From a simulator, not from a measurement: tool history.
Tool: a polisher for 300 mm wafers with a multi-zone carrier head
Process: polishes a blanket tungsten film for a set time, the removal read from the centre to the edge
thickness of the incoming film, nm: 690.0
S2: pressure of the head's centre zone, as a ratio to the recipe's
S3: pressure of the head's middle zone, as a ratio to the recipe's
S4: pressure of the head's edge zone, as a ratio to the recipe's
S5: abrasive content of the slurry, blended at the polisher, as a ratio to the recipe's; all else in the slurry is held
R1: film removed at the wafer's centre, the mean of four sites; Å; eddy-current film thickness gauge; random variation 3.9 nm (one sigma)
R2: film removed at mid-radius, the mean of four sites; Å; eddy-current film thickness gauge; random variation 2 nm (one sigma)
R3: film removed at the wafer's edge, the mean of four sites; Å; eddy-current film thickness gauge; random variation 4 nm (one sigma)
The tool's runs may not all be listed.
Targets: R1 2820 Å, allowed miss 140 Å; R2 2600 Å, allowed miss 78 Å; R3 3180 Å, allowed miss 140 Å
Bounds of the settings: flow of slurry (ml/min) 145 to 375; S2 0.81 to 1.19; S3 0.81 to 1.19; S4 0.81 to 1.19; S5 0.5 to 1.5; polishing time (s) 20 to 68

{"run": 1, "hour": 0.0, "flow of slurry (ml/min)": 240, "S2": 1, "S3": 1, "S4": 1, "S5": 1, "polishing time (s)": 44, "R1": 2234.2, "R2": 2180.2, "R3": 2256.7}
{"run": 2, "hour": 2.1, "flow of slurry (ml/min)": 240, "S2": 1, "S3": 0.98, "S4": 1.04, "S5": 1.1, "polishing time (s)": 46, "R1": 2416.1, "R2": 2269.9, "R3": 2392.5}
{"run": 3, "hour": 8.7, "flow of slurry (ml/min)": 235, "S2": 0.96, "S3": 0.94, "S4": 1.07, "S5": 1.15, "polishing time (s)": 49, "R1": 2455.9, "R2": 2377.2, "R3": 2708.8}
{"run": 4, "hour": 16.2, "flow of slurry (ml/min)": 235, "S2": 0.96, "S3": 0.94, "S4": 1.07, "S5": 1.15, "polishing time (s)": 40, "R1": 2006.6, "R2": 1920.6, "R3": 2137.3}
{"run": 5, "hour": 24.8, "flow of slurry (ml/min)": 230, "S2": 0.96, "S3": 0.93, "S4": 1.08, "S5": 1.2, "polishing time (s)": 43, "R1": 2184.9, "R2": 2116.3, "R3": 2379.4}
{"run": 6, "hour": 27.6, "flow of slurry (ml/min)": 230, "S2": 0.96, "S3": 0.91, "S4": 1.09, "S5": 1.25, "polishing time (s)": 45, "R1": 2277.3, "R2": 2148.8, "R3": 2474.8}
{"run": 7, "hour": 31.3, "flow of slurry (ml/min)": 230, "S2": 0.96, "S3": 0.9, "S4": 1.11, "S5": 1.3, "polishing time (s)": 47, "R1": 2384.2, "R2": 2234.6, "R3": 2607}
{"run": 8, "hour": 37.3, "flow of slurry (ml/min)": 230, "S2": 0.96, "S3": 0.89, "S4": 1.12, "S5": 1.35, "polishing time (s)": 49, "R1": 2459.9, "R2": 2340, "R3": 2837.4}
{"run": 9, "hour": 41.4, "flow of slurry (ml/min)": 230, "S2": 0.96, "S3": 0.89, "S4": 1.12, "S5": 1.35, "polishing time (s)": 49, "R1": 2502.1, "R2": 2345, "R3": 2801.4}

Which of these 5 next moves meets every target?
{"run": "A", "hour": 45.5, "flow of slurry (ml/min)": 250, "S2": 1.01, "S3": 0.94, "S4": 1.15, "S5": 1.5, "polishing time (s)": 50, "R1": "?", "R2": "?", "R3": "?"}
{"run": "B", "hour": 45.5, "flow of slurry (ml/min)": 220, "S2": 0.97, "S3": 0.81, "S4": 1.04, "S5": 1.3, "polishing time (s)": 46, "R1": "?", "R2": "?", "R3": "?"}
{"run": "C", "hour": 45.5, "flow of slurry (ml/min)": 250, "S2": 0.85, "S3": 0.84, "S4": 1.19, "S5": 1.15, "polishing time (s)": 55, "R1": "?", "R2": "?", "R3": "?"}
{"run": "D", "hour": 45.5, "flow of slurry (ml/min)": 245, "S2": 1.19, "S3": 1.08, "S4": 0.81, "S5": 1.45, "polishing time (s)": 48, "R1": "?", "R2": "?", "R3": "?"}
{"run": "E", "hour": 45.5, "flow of slurry (ml/min)": 230, "S2": 0.92, "S3": 0.84, "S4": 1.06, "S5": 1.35, "polishing time (s)": 57, "R1": "?", "R2": "?", "R3": "?"}

move=A R1=2784.2 R2=2573.7 R3=2965.1
move=B R1=2351.2 R2=2007.2 R3=2496.1
move=C R1=2429.9 R2=2438.7 R3=3141.1
move=D R1=3126.3 R2=2751.5 R3=2384.2
move=E R1=2798 R2=2594.4 R3=3156.3
A: brings the result that was furthest off to its target, and leaves another outside
B: further off than the last run
C: nearer than the last run, and not there yet
D: takes the result that was furthest off past its target
E: meets every target
Move E is the one to make.
